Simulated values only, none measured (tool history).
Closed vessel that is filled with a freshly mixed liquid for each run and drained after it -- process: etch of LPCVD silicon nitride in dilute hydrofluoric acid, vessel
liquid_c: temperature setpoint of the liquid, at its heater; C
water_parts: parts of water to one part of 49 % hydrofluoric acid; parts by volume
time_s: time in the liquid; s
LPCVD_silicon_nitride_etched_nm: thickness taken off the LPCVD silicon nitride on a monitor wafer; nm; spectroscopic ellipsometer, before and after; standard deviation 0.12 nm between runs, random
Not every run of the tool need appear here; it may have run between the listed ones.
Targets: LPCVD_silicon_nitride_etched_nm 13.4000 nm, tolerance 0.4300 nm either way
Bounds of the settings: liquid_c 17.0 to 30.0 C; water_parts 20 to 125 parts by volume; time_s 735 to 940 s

run	day	liquid_c	water_parts	time_s	LPCVD_silicon_nitride_etched_nm
1	0.000	22.0	70	940	5.0639
2	0.096	23.0	65	940	5.7587
3	0.208	24.0	60	940	6.7552
4	0.567	22.0	60	940	5.8102
5	0.642	23.0	55	940	6.7926
6	0.792	24.0	55	940	7.2874
7	0.821	25.0	55	940	7.7752
8	0.888	26.0	55	940	8.3636
9	0.954	30.0	40	940	14.9380
10	1.079	29.0	40	940	13.8980

5 next moves are on the table. One of them brings every result within its allowed miss. Which?
A	1.204	30.0	40	910	?
B	1.204	29.5	35	765	?
C	1.204	28.5	35	905	?
D	1.204	30.0	40	925	?
E	1.204	25.5	25	780	?

move	LPCVD_silicon_nitride_etched_nm
A	14.5470
B	13.4870
C	14.9350
D	14.7870
E	14.5730
A: moves away from the targets compared with the last run
B: every result within its allowed miss
C: moves away from the targets compared with the last run
D: moves away from the targets compared with the last run
E: moves away from the targets compared with the last run
Correct choice: B, which meets every target
